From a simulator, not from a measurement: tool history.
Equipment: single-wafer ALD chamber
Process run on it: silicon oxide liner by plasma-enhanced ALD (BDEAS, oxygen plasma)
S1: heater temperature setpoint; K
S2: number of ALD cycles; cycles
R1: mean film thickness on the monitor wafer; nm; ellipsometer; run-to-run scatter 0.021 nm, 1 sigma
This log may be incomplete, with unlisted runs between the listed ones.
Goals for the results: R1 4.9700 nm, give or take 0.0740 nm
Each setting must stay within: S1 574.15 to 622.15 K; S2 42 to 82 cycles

{"run": 1, "hour": 0.0, "S1": 598.15, "S2": 62, "R1": 6.222}
{"run": 2, "hour": 1.6, "S1": 598.15, "S2": 61, "R1": 6.1474}
{"run": 3, "hour": 2.8, "S1": 598.15, "S2": 60, "R1": 6.0956}
{"run": 4, "hour": 5.6, "S1": 598.15, "S2": 53, "R1": 5.3492}
{"run": 5, "hour": 8.3, "S1": 600.15, "S2": 51, "R1": 5.0892}
{"run": 6, "hour": 13.4, "S1": 600.15, "S2": 43, "R1": 4.3027}
{"run": 7, "hour": 14.7, "S1": 599.15, "S2": 44, "R1": 4.41}
{"run": 8, "hour": 18.2, "S1": 598.15, "S2": 45, "R1": 4.5501}
{"run": 9, "hour": 22.1, "S1": 596.15, "S2": 45, "R1": 4.5294}
{"run": 10, "hour": 23.5, "S1": 595.15, "S2": 48, "R1": 4.8673}
{"run": 11, "hour": 27.9, "S1": 593.15, "S2": 48, "R1": 4.8877}

Exercise: of the 4 proposed moves below, exactly one satisfies all targets within the stated allowed misses. Which move is it?
{"run": "A", "hour": 32.3, "S1": 599.15, "S2": 51, "R1": "?"}
{"run": "B", "hour": 32.3, "S1": 595.15, "S2": 51, "R1": "?"}
{"run": "C", "hour": 32.3, "S1": 605.15, "S2": 50, "R1": "?"}
{"run": "D", "hour": 32.3, "S1": 589.15, "S2": 50, "R1": "?"}

move=A R1=5.1860
move=B R1=5.2203
move=C R1=5.0338
move=D R1=5.1684
A: pushes the last run's worst result past its target
B: pushes the last run's worst result past its target
C: hits every target within its allowed miss
D: pushes the last run's worst result past its target
Go with C: it meets all targets.
